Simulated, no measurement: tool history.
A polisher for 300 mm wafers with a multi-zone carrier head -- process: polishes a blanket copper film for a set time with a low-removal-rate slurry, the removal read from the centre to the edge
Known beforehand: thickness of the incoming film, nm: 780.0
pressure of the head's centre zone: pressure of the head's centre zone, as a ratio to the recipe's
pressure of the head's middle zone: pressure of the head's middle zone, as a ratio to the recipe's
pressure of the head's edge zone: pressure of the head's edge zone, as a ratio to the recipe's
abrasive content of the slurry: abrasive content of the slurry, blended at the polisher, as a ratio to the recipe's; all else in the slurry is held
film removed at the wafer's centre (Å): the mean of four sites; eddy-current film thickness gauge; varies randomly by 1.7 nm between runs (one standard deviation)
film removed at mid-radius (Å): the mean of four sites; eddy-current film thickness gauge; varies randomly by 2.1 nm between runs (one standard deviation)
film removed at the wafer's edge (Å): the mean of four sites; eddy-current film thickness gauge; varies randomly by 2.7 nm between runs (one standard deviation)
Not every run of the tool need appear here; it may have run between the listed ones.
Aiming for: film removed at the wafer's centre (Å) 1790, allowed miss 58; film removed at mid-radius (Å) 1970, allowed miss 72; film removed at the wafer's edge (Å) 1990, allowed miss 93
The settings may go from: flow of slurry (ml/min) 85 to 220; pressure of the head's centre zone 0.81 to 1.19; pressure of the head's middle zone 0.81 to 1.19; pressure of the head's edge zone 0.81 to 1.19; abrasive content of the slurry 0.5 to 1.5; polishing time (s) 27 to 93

| run | hour | flow of slurry (ml/min) | pressure of the head's centre zone | pressure of the head's middle zone | pressure of the head's edge zone | abrasive content of the slurry | polishing time (s) | film removed at the wafer's centre (Å) | film removed at mid-radius (Å) | film removed at the wafer's edge (Å) |
|---|---|---|---|---|---|---|---|---|---|---|
| 1 | 0 | 140 | 1 | 1 | 1 | 1 | 59 | 1556.5 | 1552.4 | 1500.9 |
| 2 | 8.9 | 140 | 1 | 1.07 | 1 | 1 | 59 | 1545.9 | 1624.7 | 1537.3 |
| 3 | 11.9 | 140 | 1 | 1.07 | 1 | 1.15 | 59 | 1614 | 1680.7 | 1624.8 |
| 4 | 18.5 | 155 | 1 | 1.1 | 1.04 | 1.2 | 59 | 1689.8 | 1771.4 | 1666.4 |
| 5 | 26 | 145 | 0.98 | 1.11 | 1.07 | 1.3 | 60 | 1688.3 | 1840.1 | 1798.6 |
| 6 | 27.9 | 115 | 0.98 | 1.11 | 1.07 | 1.3 | 60 | 1583.3 | 1741.4 | 1649.2 |
| 7 | 29.5 | 155 | 0.97 | 1.12 | 1.14 | 1.35 | 60 | 1699.6 | 1897.6 | 1842.5 |
| 8 | 31.3 | 155 | 0.97 | 1.12 | 1.14 | 1.35 | 60 | 1689.7 | 1886.8 | 1841.1 |
| 9 | 38.1 | 165 | 0.97 | 1.11 | 1.15 | 1.4 | 60 | 1778.3 | 1944.6 | 1945.7 |

Consider the 5 candidate settings below. Which is the only one whose results all fall within their allowed miss of target?
| A | 44.9 | 170 | 0.97 | 1 | 1.17 | 1.5 | 58 | ? | ? | ? |
| B | 44.9 | 155 | 1.02 | 1.08 | 1.09 | 1.45 | 59 | ? | ? | ? |
| C | 44.9 | 140 | 1.11 | 1.19 | 1.13 | 1.25 | 59 | ? | ? | ? |
| D | 44.9 | 170 | 0.95 | 1.09 | 1.16 | 1.4 | 62 | ? | ? | ? |
| E | 44.9 | 150 | 0.97 | 1.08 | 1.01 | 1.45 | 62 | ? | ? | ? |

| move | film removed at the wafer's centre (Å) | film removed at mid-radius (Å) | film removed at the wafer's edge (Å) |
|---|---|---|---|
| A | 1747.6 | 1811.3 | 1888.7 |
| B | 1816.1 | 1876.7 | 1809.7 |
| C | 1847.3 | 1864.7 | 1734.3 |
| D | 1793.2 | 1998.1 | 1967.8 |
| E | 1800.6 | 1959.7 | 1822.6 |
A: the biggest miss grows against the last run
B: the biggest miss grows against the last run
C: the biggest miss grows against the last run
D: in spec on every target
E: the biggest miss grows against the last run
So the answer is move D, the one that meets all the targets.

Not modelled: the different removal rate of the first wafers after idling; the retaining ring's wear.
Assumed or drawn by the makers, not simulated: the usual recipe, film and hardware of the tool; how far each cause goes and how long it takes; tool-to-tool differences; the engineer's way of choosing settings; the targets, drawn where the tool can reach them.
